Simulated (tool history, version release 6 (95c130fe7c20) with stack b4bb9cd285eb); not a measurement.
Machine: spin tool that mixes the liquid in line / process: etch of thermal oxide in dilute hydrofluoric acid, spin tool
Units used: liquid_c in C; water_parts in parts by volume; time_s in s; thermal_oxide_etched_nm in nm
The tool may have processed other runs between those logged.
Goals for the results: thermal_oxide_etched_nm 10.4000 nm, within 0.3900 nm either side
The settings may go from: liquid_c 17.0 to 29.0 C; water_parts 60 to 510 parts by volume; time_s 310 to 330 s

run 1 hour=0.0 | liquid_c=21.0 water_parts=285 time_s=310 | thermal_oxide_etched_nm=4.2367
run 2 hour=6.5 | liquid_c=21.0 water_parts=285 time_s=330 | thermal_oxide_etched_nm=4.4715
run 3 hour=10.9 | liquid_c=23.5 water_parts=240 time_s=330 | thermal_oxide_etched_nm=6.0709
run 4 hour=17.7 | liquid_c=23.5 water_parts=240 time_s=330 | thermal_oxide_etched_nm=6.0949
run 5 hour=22.4 | liquid_c=26.5 water_parts=240 time_s=330 | thermal_oxide_etched_nm=6.8014
-- hour=31.4 thermometer replaced
run 6 hour=31.4 | liquid_c=24.5 water_parts=240 time_s=330 | thermal_oxide_etched_nm=5.8533
run 7 hour=39.8 | liquid_c=25.5 water_parts=195 time_s=330 | thermal_oxide_etched_nm=8.1161
run 8 hour=41.5 | liquid_c=26.5 water_parts=185 time_s=330 | thermal_oxide_etched_nm=8.8708
run 9 hour=48.8 | liquid_c=27.0 water_parts=180 time_s=330 | thermal_oxide_etched_nm=9.2065
run 10 hour=50.5 | liquid_c=27.5 water_parts=175 time_s=330 | thermal_oxide_etched_nm=9.9893
run 11 hour=57.2 | liquid_c=28.0 water_parts=175 time_s=330 | thermal_oxide_etched_nm=9.9527

Consider the 5 candidate settings below. Which is the only one whose results all fall within their allowed miss of target?
run A hour=63.9 | liquid_c=27.0 water_parts=175 time_s=330 | thermal_oxide_etched_nm=?
run B hour=63.9 | liquid_c=29.0 water_parts=175 time_s=330 | thermal_oxide_etched_nm=?
run C hour=63.9 | liquid_c=27.5 water_parts=165 time_s=310 | thermal_oxide_etched_nm=?
run D hour=63.9 | liquid_c=26.0 water_parts=170 time_s=330 | thermal_oxide_etched_nm=?
run E hour=63.9 | liquid_c=25.5 water_parts=155 time_s=310 | thermal_oxide_etched_nm=?

move=A thermal_oxide_etched_nm=9.6255
move=B thermal_oxide_etched_nm=10.3440
move=C thermal_oxide_etched_nm=9.8844
move=D thermal_oxide_etched_nm=9.6083
move=E thermal_oxide_etched_nm=9.8891
A: moves away from the targets compared with the last run
B: all results land within tolerance of their targets
C: moves away from the targets compared with the last run
D: moves away from the targets compared with the last run
E: moves away from the targets compared with the last run
The right move is B.
